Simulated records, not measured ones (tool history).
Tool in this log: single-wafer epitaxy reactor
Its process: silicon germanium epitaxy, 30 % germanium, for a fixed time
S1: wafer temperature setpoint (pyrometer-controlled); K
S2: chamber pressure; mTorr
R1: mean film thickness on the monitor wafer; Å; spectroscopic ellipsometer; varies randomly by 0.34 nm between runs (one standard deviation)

{"run": 1, "hour": 0.0, "S1": 883.15, "S2": 15700, "R1": 690.26}
{"run": 2, "hour": 0.6, "S1": 876.15, "S2": 15700, "R1": 613.47}
{"run": 3, "hour": 2.1, "S1": 879.15, "S2": 15700, "R1": 648.65}
{"run": 4, "hour": 11.1, "S1": 881.15, "S2": 15700, "R1": 670.68}
{"run": 5, "hour": 16.9, "S1": 881.15, "S2": 13800, "R1": 641.48}
{"hour": 18.5, "done": "capacitance manometer re-zeroed and calibrated"}
{"run": 6, "hour": 18.5, "S1": 881.15, "S2": 12200, "R1": 630.32}
{"run": 7, "hour": 21.1, "S1": 883.15, "S2": 12200, "R1": 646.93}
{"run": 8, "hour": 25.6, "S1": 885.15, "S2": 12200, "R1": 664.19}
{"run": 9, "hour": 26.3, "S1": 885.15, "S2": 12200, "R1": 670.57}
{"run": 10, "hour": 31.1, "S1": 887.15, "S2": 12200, "R1": 691.81}

The next listed run, before its measurement:
{"run": 11, "hour": 32.4, "S1": 888.15, "S2": 12200, "R1": "?"}

R1: 701.16 Å
